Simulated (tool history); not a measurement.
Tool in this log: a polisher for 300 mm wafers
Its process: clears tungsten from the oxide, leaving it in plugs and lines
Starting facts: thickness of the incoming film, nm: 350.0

| run | hour | flow of slurry (ml/min) | pressure of the wafer on the pad (psi) | speed of the pad under the wafer (cm/s) | abrasive content of the slurry | overpolish time after the end point (s) | time until the end point was called (s) |
|---|---|---|---|---|---|---|---|
| 1 | 0.0 | 250 | 4.2 | 86 | 1.00 | 5 | 78.457 |
| 2 | 7.0 | 250 | 4.4 | 86 | 1.00 | 5 | 76.419 |
| 3 | 13.6 | 250 | 4.4 | 86 | 0.85 | 5 | 82.046 |
| 4 | 14.7 | 250 | 4.7 | 86 | 0.85 | 5 | 74.798 |
| 5 | 18.9 | 250 | 4.9 | 86 | 0.85 | 5 | 73.133 |
| 6 | 25.6 | 250 | 4.9 | 76 | 0.85 | 5 | 81.979 |

Expected results for the next run?
| 7 | 28.5 | 250 | 6.1 | 80 | 0.85 | 5 | ? |

Run 7 yielded time until the end point was called (s) 62.052.
